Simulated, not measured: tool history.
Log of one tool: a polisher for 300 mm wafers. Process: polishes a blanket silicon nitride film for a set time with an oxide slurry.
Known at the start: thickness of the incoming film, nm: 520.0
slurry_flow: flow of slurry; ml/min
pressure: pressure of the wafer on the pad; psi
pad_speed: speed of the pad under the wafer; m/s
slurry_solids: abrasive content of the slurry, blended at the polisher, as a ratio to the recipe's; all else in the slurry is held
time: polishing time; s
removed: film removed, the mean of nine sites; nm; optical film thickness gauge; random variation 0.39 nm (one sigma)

{"run": 1, "hour": 0.0, "slurry_flow": 220, "pressure": 4.7, "pad_speed": 1.2, "slurry_solids": 1, "time": 26, "removed": 25.212}
{"run": 2, "hour": 5.0, "slurry_flow": 220, "pressure": 4.7, "pad_speed": 1.2, "slurry_solids": 1, "time": 23, "removed": 22.606}
{"run": 3, "hour": 13.3, "slurry_flow": 220, "pressure": 4.7, "pad_speed": 1.2, "slurry_solids": 1, "time": 26, "removed": 25.424}
{"run": 4, "hour": 19.7, "slurry_flow": 220, "pressure": 4.9, "pad_speed": 1.2, "slurry_solids": 1, "time": 26, "removed": 26.744}
{"run": 5, "hour": 27.7, "slurry_flow": 220, "pressure": 4.9, "pad_speed": 1.2, "slurry_solids": 0.85, "time": 26, "removed": 23.656}
{"run": 6, "hour": 36.5, "slurry_flow": 220, "pressure": 5.1, "pad_speed": 1.2, "slurry_solids": 0.85, "time": 26, "removed": 25.292}
{"run": 7, "hour": 37.1, "slurry_flow": 220, "pressure": 5.2, "pad_speed": 1.2, "slurry_solids": 0.85, "time": 26, "removed": 24.989}
{"run": 8, "hour": 41.6, "slurry_flow": 220, "pressure": 5.4, "pad_speed": 1.2, "slurry_solids": 0.85, "time": 26, "removed": 26.282}
{"run": 9, "hour": 49.2, "slurry_flow": 220, "pressure": 5.5, "pad_speed": 1.2, "slurry_solids": 0.85, "time": 26, "removed": 26.981}
{"run": 10, "hour": 57.9, "slurry_flow": 220, "pressure": 5.6, "pad_speed": 1.2, "slurry_solids": 0.85, "time": 26, "removed": 27.362}

Run 11 comes next. What will it give?
{"run": 11, "hour": 66.6, "slurry_flow": 220, "pressure": 5.7, "pad_speed": 1.2, "slurry_solids": 0.85, "time": 26, "removed": "?"}

removed: 28.119 nm

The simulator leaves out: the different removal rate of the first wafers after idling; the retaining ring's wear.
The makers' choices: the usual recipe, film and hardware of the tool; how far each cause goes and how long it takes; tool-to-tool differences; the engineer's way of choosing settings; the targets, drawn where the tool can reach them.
